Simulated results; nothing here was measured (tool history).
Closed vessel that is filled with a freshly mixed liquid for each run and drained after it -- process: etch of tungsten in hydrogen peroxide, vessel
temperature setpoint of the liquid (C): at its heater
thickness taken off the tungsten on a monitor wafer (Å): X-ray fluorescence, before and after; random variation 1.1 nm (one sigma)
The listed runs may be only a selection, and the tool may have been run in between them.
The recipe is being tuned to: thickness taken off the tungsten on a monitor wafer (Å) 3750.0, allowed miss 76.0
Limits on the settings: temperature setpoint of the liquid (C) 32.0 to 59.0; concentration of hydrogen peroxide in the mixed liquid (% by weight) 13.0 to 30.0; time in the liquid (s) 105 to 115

run,hour,temperature setpoint of the liquid (C),concentration of hydrogen peroxide in the mixed liquid (% by weight),time in the liquid (s),thickness taken off the tungsten on a monitor wafer (Å)
1,0.0,43.0,26.0,105,1627.4
2,1.3,46.5,26.0,105,2029.9
3,6.9,46.5,26.0,105,2035.1
4,10.8,49.0,26.0,105,2380.8
5,15.5,51.0,26.0,105,2690.3
6,21.4,52.5,26.0,105,2924.3
7,29.0,57.5,26.0,105,3959.6
8,30.2,57.0,26.0,105,3839.4

4 candidate next runs follow, results not yet known. Just one meets every target within its allowed miss. Identify it.
A,31.4,55.5,27.5,110,?
B,31.4,56.5,30.0,105,?
C,31.4,57.5,25.5,105,?
D,31.4,55.0,29.5,105,?

move,thickness taken off the tungsten on a monitor wafer (Å)
A,3775.9
B,3993.0
C,3903.4
D,3624.2
A: every result within its allowed miss
B: its largest miss is bigger than the last run's
C: its largest miss is bigger than the last run's
D: moves the result that the last run missed by most past its target, out the other side
The move that meets every target is A.
